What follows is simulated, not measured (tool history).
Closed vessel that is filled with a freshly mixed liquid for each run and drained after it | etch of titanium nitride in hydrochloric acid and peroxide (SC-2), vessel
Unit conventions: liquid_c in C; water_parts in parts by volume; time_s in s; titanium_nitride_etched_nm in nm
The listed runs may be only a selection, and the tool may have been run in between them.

run 1 day=0.000 | liquid_c=49.0 water_parts=5 time_s=485 | titanium_nitride_etched_nm=11.423
run 2 day=0.183 | liquid_c=51.5 water_parts=5 time_s=485 | titanium_nitride_etched_nm=13.579
run 3 day=0.333 | liquid_c=48.0 water_parts=5 time_s=485 | titanium_nitride_etched_nm=10.638
run 4 day=0.471 | liquid_c=50.5 water_parts=5 time_s=485 | titanium_nitride_etched_nm=12.601
run 5 day=0.521 | liquid_c=50.5 water_parts=6 time_s=485 | titanium_nitride_etched_nm=11.126
run 6 day=0.842 | liquid_c=50.5 water_parts=6 time_s=485 | titanium_nitride_etched_nm=11.123
run 7 day=1.171 | liquid_c=53.0 water_parts=6 time_s=485 | titanium_nitride_etched_nm=13.019
run 8 day=1.225 | liquid_c=55.0 water_parts=6 time_s=485 | titanium_nitride_etched_nm=14.863
run 9 day=1.500 | liquid_c=56.0 water_parts=6 time_s=485 | titanium_nitride_etched_nm=15.879

Run 10 is up next; what results do you expect?
run 10 day=1.742 | liquid_c=60.0 water_parts=6 time_s=485 | titanium_nitride_etched_nm=?

{"run 10": {"titanium_nitride_etched_nm": 20.387}}
